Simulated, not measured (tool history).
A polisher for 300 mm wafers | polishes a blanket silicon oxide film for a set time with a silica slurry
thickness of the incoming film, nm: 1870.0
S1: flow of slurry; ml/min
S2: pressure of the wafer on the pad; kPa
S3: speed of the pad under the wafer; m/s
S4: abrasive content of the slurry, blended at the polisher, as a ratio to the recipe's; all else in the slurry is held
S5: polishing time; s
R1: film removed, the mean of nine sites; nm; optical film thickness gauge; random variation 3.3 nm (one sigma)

Run 1, hour 0: S1 155 ml/min, S2 31 kPa, S3 1.12 m/s, S4 1, S5 90 s. Result: R1 346.21 nm.
Run 2, hour 4.8: S1 170 ml/min, S2 31 kPa, S3 1.12 m/s, S4 1, S5 90 s. Result: R1 337.44 nm.
Run 3, hour 6.6: S1 170 ml/min, S2 31 kPa, S3 1.12 m/s, S4 1.2, S5 90 s. Result: R1 371.55 nm.
Run 4, hour 12.1: S1 195 ml/min, S2 31 kPa, S3 1.12 m/s, S4 1.2, S5 90 s. Result: R1 383.29 nm.
Run 5, hour 13.8: S1 180 ml/min, S2 31 kPa, S3 1.12 m/s, S4 1.2, S5 90 s. Result: R1 382.67 nm.
Run 6, hour 18: S1 180 ml/min, S2 28.3 kPa, S3 1.1 m/s, S4 1.2, S5 90 s. Result: R1 346.05 nm.
Run 7, hour 20.4: S1 180 ml/min, S2 25.5 kPa, S3 1.08 m/s, S4 1.2, S5 90 s. Result: R1 304.66 nm.
Run 8, hour 25.2: S1 180 ml/min, S2 25.5 kPa, S3 1.08 m/s, S4 1.2, S5 90 s. Result: R1 300.26 nm.
Run 9, hour 26.9: S1 180 ml/min, S2 24.1 kPa, S3 1.08 m/s, S4 1.2, S5 90 s. Result: R1 294.77 nm.
Run 10, hour 34.1: S1 180 ml/min, S2 22.8 kPa, S3 1.08 m/s, S4 1.2, S5 90 s. Result: R1 284.07 nm.
Run 11, hour 35.8: S1 180 ml/min, S2 22.8 kPa, S3 1.08 m/s, S4 1.2, S5 90 s. Result: R1 289.16 nm.
Run 12, hour 37: S1 180 ml/min, S2 21.4 kPa, S3 1.08 m/s, S4 1.2, S5 90 s. Result: R1 272.37 nm.

The next listed run, before its measurement:
Run 13, hour 42.2: S1 180 ml/min, S2 20 kPa, S3 1.08 m/s, S4 1.2, S5 90 s. Result: R1 ?.

R1: 249.68 nm
